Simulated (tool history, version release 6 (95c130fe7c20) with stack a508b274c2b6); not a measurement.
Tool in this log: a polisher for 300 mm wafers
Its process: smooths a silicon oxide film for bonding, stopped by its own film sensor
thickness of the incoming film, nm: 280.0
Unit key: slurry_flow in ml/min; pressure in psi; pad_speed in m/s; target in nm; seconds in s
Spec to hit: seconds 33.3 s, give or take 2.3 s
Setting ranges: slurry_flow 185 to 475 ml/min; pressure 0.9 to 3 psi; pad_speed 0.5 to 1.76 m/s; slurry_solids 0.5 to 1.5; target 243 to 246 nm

| run | hour | slurry_flow | pressure | pad_speed | slurry_solids | target | seconds |
|---|---|---|---|---|---|---|---|
| 1 | 0 | 305 | 1.9 | 1.12 | 1 | 243 | 57.587 |
| 2 | 6.3 | 305 | 2.1 | 1.14 | 1 | 243 | 52.523 |
| 3 | 10.6 | 305 | 2.3 | 1.18 | 1 | 243 | 45.24 |
| 4 | 13.8 | 305 | 2.3 | 1.18 | 1.2 | 243 | 41.659 |
| 5 | 18.1 | 305 | 2.3 | 1.18 | 1.2 | 246 | 37.437 |
| 6 | 20 | 305 | 1.8 | 1.18 | 1.2 | 246 | 48.247 |
| 7 | 28.8 | 305 | 2 | 1.2 | 1.2 | 246 | 41.248 |
| 8 | 30.3 | 305 | 2.1 | 1.22 | 1.2 | 246 | 41.534 |
| 9 | 33.4 | 305 | 2.2 | 1.24 | 1.2 | 246 | 37.454 |
| 10 | 34.4 | 305 | 2.3 | 1.24 | 1.2 | 246 | 35.307 |

Which of these 4 next moves meets every target?
| A | 35.4 | 335 | 2.3 | 1 | 1.25 | 246 | ? |
| B | 35.4 | 295 | 2 | 1.32 | 1.2 | 246 | ? |
| C | 35.4 | 370 | 2.5 | 1.24 | 1.45 | 243 | ? |
| D | 35.4 | 265 | 2.3 | 1.34 | 1.15 | 243 | ? |

| move | seconds |
|---|---|
| A | 42.988 |
| B | 40.735 |
| C | 33.63 |
| D | 39.539 |
A: its largest miss is bigger than the last run's
B: its largest miss is bigger than the last run's
C: every result within its allowed miss
D: its largest miss is bigger than the last run's
Go with C: it meets all targets.
